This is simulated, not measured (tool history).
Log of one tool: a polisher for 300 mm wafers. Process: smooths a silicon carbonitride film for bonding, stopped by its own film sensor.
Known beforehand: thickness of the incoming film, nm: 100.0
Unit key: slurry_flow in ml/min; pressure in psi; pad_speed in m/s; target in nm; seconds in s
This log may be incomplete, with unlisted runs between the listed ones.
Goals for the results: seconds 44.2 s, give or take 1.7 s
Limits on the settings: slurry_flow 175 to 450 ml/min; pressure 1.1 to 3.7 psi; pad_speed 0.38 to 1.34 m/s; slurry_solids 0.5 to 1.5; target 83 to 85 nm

run,hour,slurry_flow,pressure,pad_speed,slurry_solids,target,seconds
1,0,290,2.4,0.86,1,83,67.873
2,3,290,2.4,0.86,0.85,83,74.559
3,11.4,290,2.6,0.86,0.85,83,71.044
4,16.9,325,2.6,0.86,0.85,83,70.439
5,23.9,325,2.8,0.88,0.85,83,64.939
6,29,325,3,0.9,0.85,83,59.859
7,33.8,325,3.1,0.92,0.85,83,57.012
8,41.1,325,3.2,0.94,0.85,83,55.38
9,45.8,325,3.3,0.96,0.85,83,53.609
10,48.2,325,3.4,0.98,0.85,83,51.414
11,53.7,325,3.7,1.04,0.85,83,46.425

4 candidate next runs follow, results not yet known. Just one meets every target within its allowed miss. Identify it.
A,59.2,345,3.7,1.08,0.9,83,?
B,59.2,330,3.7,1.04,0.8,83,?
C,59.2,315,3.5,0.94,0.85,84,?
D,59.2,335,3.2,1.12,0.75,84,?

move,seconds
A,44.059
B,48.528
C,49.172
D,51.468
A: in spec on every target
B: its largest miss is bigger than the last run's
C: its largest miss is bigger than the last run's
D: its largest miss is bigger than the last run's
A is the move that brings every result within its allowed miss.
